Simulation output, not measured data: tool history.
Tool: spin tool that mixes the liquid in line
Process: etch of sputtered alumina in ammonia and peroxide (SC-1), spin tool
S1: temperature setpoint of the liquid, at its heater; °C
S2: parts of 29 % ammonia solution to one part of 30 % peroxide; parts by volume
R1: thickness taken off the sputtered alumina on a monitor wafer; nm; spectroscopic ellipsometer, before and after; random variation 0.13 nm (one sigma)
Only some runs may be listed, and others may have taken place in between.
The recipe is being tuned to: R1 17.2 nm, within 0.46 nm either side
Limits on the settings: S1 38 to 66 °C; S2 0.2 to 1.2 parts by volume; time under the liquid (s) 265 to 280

{"run": 1, "day": 0.0, "S1": 50, "S2": 1, "time under the liquid (s)": 265, "R1": 12.695}
{"run": 2, "day": 0.188, "S1": 51.5, "S2": 1, "time under the liquid (s)": 265, "R1": 14.005}
{"run": 3, "day": 0.233, "S1": 52.5, "S2": 1, "time under the liquid (s)": 265, "R1": 14.478}
{"run": 4, "day": 0.512, "S1": 52.5, "S2": 1.15, "time under the liquid (s)": 265, "R1": 14.618}
{"run": 5, "day": 0.675, "S1": 52.5, "S2": 1.15, "time under the liquid (s)": 265, "R1": 14.752}
{"run": 6, "day": 0.783, "S1": 59.5, "S2": 1.15, "time under the liquid (s)": 265, "R1": 21.164}
{"run": 7, "day": 0.817, "S1": 58.5, "S2": 1.15, "time under the liquid (s)": 265, "R1": 20.545}
{"run": 8, "day": 0.917, "S1": 57.5, "S2": 1.15, "time under the liquid (s)": 265, "R1": 19.187}
{"run": 9, "day": 1.062, "S1": 57, "S2": 1.15, "time under the liquid (s)": 265, "R1": 18.506}
{"run": 10, "day": 1.154, "S1": 56.5, "S2": 1.15, "time under the liquid (s)": 265, "R1": 18.146}
{"run": 11, "day": 1.317, "S1": 56, "S2": 1.15, "time under the liquid (s)": 265, "R1": 17.833}

4 next moves are on the table. One of them brings every result within its allowed miss. Which?
{"run": "A", "day": 1.479, "S1": 57, "S2": 1.15, "time under the liquid (s)": 265, "R1": "?"}
{"run": "B", "day": 1.479, "S1": 55.5, "S2": 1.2, "time under the liquid (s)": 280, "R1": "?"}
{"run": "C", "day": 1.479, "S1": 56, "S2": 1.2, "time under the liquid (s)": 280, "R1": "?"}
{"run": "D", "day": 1.479, "S1": 55.5, "S2": 1.2, "time under the liquid (s)": 265, "R1": "?"}

move=A R1=18.793
move=B R1=18.423
move=C R1=18.916
move=D R1=17.436
A: misses by more than the last run did
B: misses by more than the last run did
C: misses by more than the last run did
D: each result inside its tolerance
Answer: D
